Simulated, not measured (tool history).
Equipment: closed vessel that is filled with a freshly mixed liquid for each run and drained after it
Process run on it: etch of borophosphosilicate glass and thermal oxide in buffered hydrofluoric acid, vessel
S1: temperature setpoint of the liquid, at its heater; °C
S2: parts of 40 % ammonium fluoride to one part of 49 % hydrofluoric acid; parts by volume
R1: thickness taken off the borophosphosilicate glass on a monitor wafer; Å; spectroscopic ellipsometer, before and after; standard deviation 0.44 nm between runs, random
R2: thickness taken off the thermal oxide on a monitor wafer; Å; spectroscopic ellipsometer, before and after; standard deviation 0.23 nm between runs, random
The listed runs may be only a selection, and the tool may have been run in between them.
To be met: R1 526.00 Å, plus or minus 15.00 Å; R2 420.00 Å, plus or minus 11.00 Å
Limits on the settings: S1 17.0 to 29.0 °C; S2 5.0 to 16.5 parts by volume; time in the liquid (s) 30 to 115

Run 1, day 0.000: S1 21.0 °C, S2 10.0 parts by volume, time in the liquid (s) 60. Result: R1 680.29 Å, R2 539.84 Å.
Run 2, day 0.208: S1 20.5 °C, S2 10.0 parts by volume, time in the liquid (s) 60. Result: R1 646.02 Å, R2 523.85 Å.
Run 3, day 0.542: S1 20.5 °C, S2 8.0 parts by volume, time in the liquid (s) 60. Result: R1 802.55 Å, R2 633.41 Å.
Run 4, day 0.650: S1 20.0 °C, S2 8.5 parts by volume, time in the liquid (s) 60. Result: R1 729.12 Å, R2 577.46 Å.
At day 0.858: thermometer replaced.
Run 5, day 0.858: S1 20.0 °C, S2 8.5 parts by volume, time in the liquid (s) 80. Result: R1 1092.20 Å, R2 866.51 Å.
Run 6, day 1.079: S1 17.5 °C, S2 8.5 parts by volume, time in the liquid (s) 80. Result: R1 937.57 Å, R2 749.38 Å.
Run 7, day 1.108: S1 17.5 °C, S2 9.5 parts by volume, time in the liquid (s) 80. Result: R1 854.71 Å, R2 685.15 Å.
Run 8, day 1.233: S1 17.5 °C, S2 10.5 parts by volume, time in the liquid (s) 80. Result: R1 786.76 Å, R2 624.96 Å.
Run 9, day 1.533: S1 17.5 °C, S2 11.5 parts by volume, time in the liquid (s) 80. Result: R1 725.79 Å, R2 576.43 Å.
Run 10, day 1.821: S1 17.5 °C, S2 12.0 parts by volume, time in the liquid (s) 80. Result: R1 691.33 Å, R2 551.35 Å.
Run 11, day 2.146: S1 17.5 °C, S2 12.5 parts by volume, time in the liquid (s) 80. Result: R1 660.46 Å, R2 528.47 Å.
Run 12, day 2.312: S1 17.5 °C, S2 13.0 parts by volume, time in the liquid (s) 80. Result: R1 637.19 Å, R2 508.78 Å.
Run 13, day 2.683: S1 17.5 °C, S2 13.5 parts by volume, time in the liquid (s) 80. Result: R1 619.36 Å, R2 493.45 Å.
Run 14, day 3.054: S1 17.5 °C, S2 14.0 parts by volume, time in the liquid (s) 80. Result: R1 600.93 Å, R2 472.07 Å.

4 candidate next runs follow, results not yet known. Just one meets every target within its allowed miss. Identify it.
Run A, day 3.425: S1 19.0 °C, S2 13.5 parts by volume, time in the liquid (s) 60. Result: R1 ?, R2 ?.
Run B, day 3.425: S1 18.5 °C, S2 15.5 parts by volume, time in the liquid (s) 80. Result: R1 ?, R2 ?.
Run C, day 3.425: S1 17.0 °C, S2 13.5 parts by volume, time in the liquid (s) 70. Result: R1 ?, R2 ?.
Run D, day 3.425: S1 17.0 °C, S2 12.0 parts by volume, time in the liquid (s) 80. Result: R1 ?, R2 ?.

move      R1      R2
   A  506.60  402.93
   B  573.03  455.93
   C  528.34  419.60
   D  678.26  538.25
A: carries the result that was furthest off beyond its target, to the other side
B: closer than the last run, but not yet in spec
C: every result lands within tolerance
D: the biggest miss grows against the last run
Go with C: it meets all targets.
